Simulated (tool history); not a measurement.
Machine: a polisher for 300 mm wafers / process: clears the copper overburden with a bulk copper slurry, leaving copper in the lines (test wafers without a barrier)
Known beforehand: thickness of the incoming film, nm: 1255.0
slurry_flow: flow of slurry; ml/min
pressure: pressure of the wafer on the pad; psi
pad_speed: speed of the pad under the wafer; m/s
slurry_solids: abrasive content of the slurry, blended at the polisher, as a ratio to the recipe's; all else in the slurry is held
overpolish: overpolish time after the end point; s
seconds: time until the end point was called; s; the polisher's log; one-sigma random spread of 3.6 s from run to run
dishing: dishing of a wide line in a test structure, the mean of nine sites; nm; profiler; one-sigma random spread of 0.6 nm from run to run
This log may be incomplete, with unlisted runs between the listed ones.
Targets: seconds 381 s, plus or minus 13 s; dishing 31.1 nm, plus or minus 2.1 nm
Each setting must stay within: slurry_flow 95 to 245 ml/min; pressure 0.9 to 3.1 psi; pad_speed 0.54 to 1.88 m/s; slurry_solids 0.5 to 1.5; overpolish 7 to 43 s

| run | hour | slurry_flow | pressure | pad_speed | slurry_solids | overpolish | seconds | dishing |
|---|---|---|---|---|---|---|---|---|
| 1 | 0 | 155 | 2 | 1.2 | 1 | 22 | 196.17 | 48.628 |
| 2 | 1.6 | 155 | 2 | 1.2 | 1 | 30 | 197.8 | 52.286 |
| 3 | 8.3 | 155 | 1.8 | 1.18 | 1 | 26 | 222.17 | 49.77 |
| 4 | 14.8 | 155 | 1.8 | 0.9 | 1 | 26 | 275.34 | 45.254 |
| 5 | 18.2 | 155 | 1.6 | 0.9 | 1 | 26 | 314.38 | 43.333 |
| 6 | 23.3 | 155 | 1.4 | 0.9 | 1 | 26 | 355.83 | 39.378 |
| 7 | 25.4 | 155 | 1.4 | 0.9 | 1 | 23 | 348.39 | 37.743 |
| 8 | 31.6 | 155 | 1.4 | 0.9 | 1 | 22 | 354.71 | 38.037 |
| 9 | 36.2 | 155 | 1.4 | 0.9 | 1 | 20 | 354.79 | 35.534 |
| 10 | 38.4 | 155 | 1.4 | 0.9 | 1 | 19 | 354.1 | 34.06 |

Below are 5 possible settings for the next run. Only one of them brings all results inside the allowed miss of their targets. Which is it?
| A | 40.6 | 150 | 1.4 | 1.02 | 1.1 | 19 | ? | ? |
| B | 40.6 | 160 | 1 | 1.14 | 1.05 | 31 | ? | ? |
| C | 40.6 | 140 | 1.5 | 0.78 | 1 | 24 | ? | ? |
| D | 40.6 | 115 | 1.2 | 1.1 | 0.85 | 25 | ? | ? |
| E | 40.6 | 155 | 1.5 | 0.84 | 0.75 | 17 | ? | ? |

| move | seconds | dishing |
|---|---|---|
| A | 314.08 | 36.301 |
| B | 397.53 | 39.144 |
| C | 376.86 | 37.461 |
| D | 383.38 | 37.091 |
| E | 386.48 | 30.517 |
A: misses by more than the last run did
B: moves the result that the last run missed by most past its target, out the other side
C: the furthest-off result lands on target, but another misses its tolerance
D: the furthest-off result lands on target, but another misses its tolerance
E: all results land within tolerance of their targets
The right move is E.
